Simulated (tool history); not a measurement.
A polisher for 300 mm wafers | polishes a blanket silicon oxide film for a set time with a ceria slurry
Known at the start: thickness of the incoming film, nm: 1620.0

run  hour  flow of slurry (ml/min)  pressure of the wafer on the pad (psi)  speed of the pad under the wafer (cm/s)  polishing time (s)  film removed (nm)
  1     0                      225                                       3                                      130                  80             458.85
  2   1.3                      200                                       3                                      130                  80             452.68
  3   6.9                      240                                       3                                      130                  80             467.39
  4  10.1                      285                                       3                                      130                  80             476.54
  5    17                      285                                     3.4                                      130                  80             539.65
     25.9  -- slurry nozzle cleaned
  6  25.9                      255                                     3.4                                      130                  80             558.87

Run 7 comes next. What will it give?
  7  29.9                      255                                     3.2                                      130                  80                  ?

{"run 7": {"film removed (nm)": 522.05}}

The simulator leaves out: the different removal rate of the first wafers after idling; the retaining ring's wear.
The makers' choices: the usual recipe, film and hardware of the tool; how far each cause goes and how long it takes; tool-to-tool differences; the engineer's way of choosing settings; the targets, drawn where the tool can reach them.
